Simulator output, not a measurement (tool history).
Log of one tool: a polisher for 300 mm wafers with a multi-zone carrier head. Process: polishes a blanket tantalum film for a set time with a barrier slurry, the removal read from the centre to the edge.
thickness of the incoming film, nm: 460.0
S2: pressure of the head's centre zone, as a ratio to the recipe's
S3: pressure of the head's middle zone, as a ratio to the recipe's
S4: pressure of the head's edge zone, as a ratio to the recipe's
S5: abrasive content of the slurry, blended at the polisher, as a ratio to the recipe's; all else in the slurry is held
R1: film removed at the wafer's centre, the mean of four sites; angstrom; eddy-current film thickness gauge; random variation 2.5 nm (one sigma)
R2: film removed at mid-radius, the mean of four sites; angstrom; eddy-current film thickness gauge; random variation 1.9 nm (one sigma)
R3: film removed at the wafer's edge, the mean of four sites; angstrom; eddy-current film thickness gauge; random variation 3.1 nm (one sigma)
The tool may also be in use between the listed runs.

run 1 hour=0.0 | flow_of_slurry_(ml/min)=245 S2=1.00 S3=1.00 S4=1.00 S5=1.00 polishing_time_(s)=77 | R1=1539.2 R2=1510.4 R3=1517.9
run 2 hour=2.1 | flow_of_slurry_(ml/min)=250 S2=1.02 S3=1.02 S4=1.03 S5=1.10 polishing_time_(s)=80 | R1=1671.3 R2=1627.8 R3=1654.7
run 3 hour=3.3 | flow_of_slurry_(ml/min)=250 S2=1.02 S3=1.02 S4=1.03 S5=1.10 polishing_time_(s)=62 | R1=1286.0 R2=1258.2 R3=1275.5
run 4 hour=5.5 | flow_of_slurry_(ml/min)=250 S2=1.07 S3=1.02 S4=1.03 S5=1.10 polishing_time_(s)=62 | R1=1354.1 R2=1281.5 R3=1257.3
run 5 hour=6.7 | flow_of_slurry_(ml/min)=250 S2=1.07 S3=1.02 S4=1.03 S5=1.20 polishing_time_(s)=62 | R1=1385.5 R2=1300.6 R3=1296.8
run 6 hour=8.9 | flow_of_slurry_(ml/min)=255 S2=1.08 S3=1.04 S4=1.05 S5=1.25 polishing_time_(s)=68 | R1=1555.7 R2=1452.8 R3=1480.8
run 7 hour=11.0 | flow_of_slurry_(ml/min)=265 S2=1.09 S3=1.07 S4=1.05 S5=1.30 polishing_time_(s)=72 | R1=1671.6 R2=1625.5 R3=1568.6

The next listed run, before its measurement:
run 8 hour=19.9 | flow_of_slurry_(ml/min)=270 S2=1.10 S3=1.08 S4=1.07 S5=1.35 polishing_time_(s)=76 | R1=? R2=? R3=?

{"run 8": {"R1": 1790.5, "R2": 1697.9, "R3": 1694.8}}
